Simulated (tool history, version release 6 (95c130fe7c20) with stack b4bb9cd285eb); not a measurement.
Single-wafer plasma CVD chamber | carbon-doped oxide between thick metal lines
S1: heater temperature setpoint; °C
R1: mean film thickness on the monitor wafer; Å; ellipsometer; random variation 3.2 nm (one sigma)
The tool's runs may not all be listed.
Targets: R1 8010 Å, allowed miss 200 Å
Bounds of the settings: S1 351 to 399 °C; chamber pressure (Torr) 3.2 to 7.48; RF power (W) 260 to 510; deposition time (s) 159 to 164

run 1 hour=0 | S1=375 chamber_pressure_(Torr)=5.34 RF_power_(W)=385 deposition_time_(s)=159 | R1=6463.9
run 2 hour=8.5 | S1=375 chamber_pressure_(Torr)=6.16 RF_power_(W)=385 deposition_time_(s)=159 | R1=6620.4
run 3 hour=14 | S1=375 chamber_pressure_(Torr)=5.32 RF_power_(W)=385 deposition_time_(s)=159 | R1=6510.7
run 4 hour=16.3 | S1=375 chamber_pressure_(Torr)=5.32 RF_power_(W)=385 deposition_time_(s)=159 | R1=6533.6
run 5 hour=19.3 | S1=375 chamber_pressure_(Torr)=5.37 RF_power_(W)=410 deposition_time_(s)=160 | R1=6799.8
-- hour=23.7 RF generator calibrated
run 6 hour=23.7 | S1=375 chamber_pressure_(Torr)=5.5 RF_power_(W)=435 deposition_time_(s)=161 | R1=7548.5
run 7 hour=31.4 | S1=375 chamber_pressure_(Torr)=5.65 RF_power_(W)=440 deposition_time_(s)=161 | R1=7636.4
run 8 hour=33 | S1=375 chamber_pressure_(Torr)=5.78 RF_power_(W)=445 deposition_time_(s)=161 | R1=7703.6
run 9 hour=36.2 | S1=375 chamber_pressure_(Torr)=5.87 RF_power_(W)=450 deposition_time_(s)=161 | R1=7771.8

Which of these 5 next moves meets every target?
run A hour=39.4 | S1=355 chamber_pressure_(Torr)=5.57 RF_power_(W)=455 deposition_time_(s)=159 | R1=?
run B hour=39.4 | S1=375 chamber_pressure_(Torr)=6.2 RF_power_(W)=500 deposition_time_(s)=164 | R1=?
run C hour=39.4 | S1=372 chamber_pressure_(Torr)=6.07 RF_power_(W)=500 deposition_time_(s)=164 | R1=?
run D hour=39.4 | S1=376 chamber_pressure_(Torr)=5.47 RF_power_(W)=435 deposition_time_(s)=159 | R1=?
run E hour=39.4 | S1=375 chamber_pressure_(Torr)=5.86 RF_power_(W)=490 deposition_time_(s)=164 | R1=?

move=A R1=8102.9
move=B R1=8520.4
move=C R1=8555.9
move=D R1=7456.4
move=E R1=8367.6
A: meets every target
B: takes the result that was furthest off past its target
C: takes the result that was furthest off past its target
D: further off than the last run
E: takes the result that was furthest off past its target
Move A is the one to make.

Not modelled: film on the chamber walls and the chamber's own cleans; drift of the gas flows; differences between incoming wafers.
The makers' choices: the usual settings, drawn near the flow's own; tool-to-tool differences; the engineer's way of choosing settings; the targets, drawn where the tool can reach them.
